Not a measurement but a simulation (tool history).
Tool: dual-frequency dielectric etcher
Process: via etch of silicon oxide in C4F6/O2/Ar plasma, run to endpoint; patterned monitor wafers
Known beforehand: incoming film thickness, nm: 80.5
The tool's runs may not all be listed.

{"run": 1, "hour": 0.0, "bias power (W)": 633, "source power (W)": 270, "Ar flow (sccm)": 267, "endpoint time (s)": 18.886}
{"run": 2, "hour": 5.7, "bias power (W)": 583, "source power (W)": 250, "Ar flow (sccm)": 272, "endpoint time (s)": 19.929}
{"run": 3, "hour": 6.3, "bias power (W)": 583, "source power (W)": 250, "Ar flow (sccm)": 318, "endpoint time (s)": 20.731}
{"run": 4, "hour": 10.1, "bias power (W)": 583, "source power (W)": 280, "Ar flow (sccm)": 318, "endpoint time (s)": 19.536}
{"run": 5, "hour": 11.5, "bias power (W)": 549, "source power (W)": 260, "Ar flow (sccm)": 323, "endpoint time (s)": 20.732}
{"run": 6, "hour": 14.1, "bias power (W)": 549, "source power (W)": 260, "Ar flow (sccm)": 357, "endpoint time (s)": 20.887}
{"run": 7, "hour": 19.4, "bias power (W)": 518, "source power (W)": 250, "Ar flow (sccm)": 359, "endpoint time (s)": 21.637}
{"run": 8, "hour": 21.7, "bias power (W)": 494, "source power (W)": 240, "Ar flow (sccm)": 361, "endpoint time (s)": 22.829}

The next listed run, before its measurement:
{"run": 9, "hour": 23.5, "bias power (W)": 477, "source power (W)": 240, "Ar flow (sccm)": 361, "endpoint time (s)": "?"}

endpoint time (s): 23.375

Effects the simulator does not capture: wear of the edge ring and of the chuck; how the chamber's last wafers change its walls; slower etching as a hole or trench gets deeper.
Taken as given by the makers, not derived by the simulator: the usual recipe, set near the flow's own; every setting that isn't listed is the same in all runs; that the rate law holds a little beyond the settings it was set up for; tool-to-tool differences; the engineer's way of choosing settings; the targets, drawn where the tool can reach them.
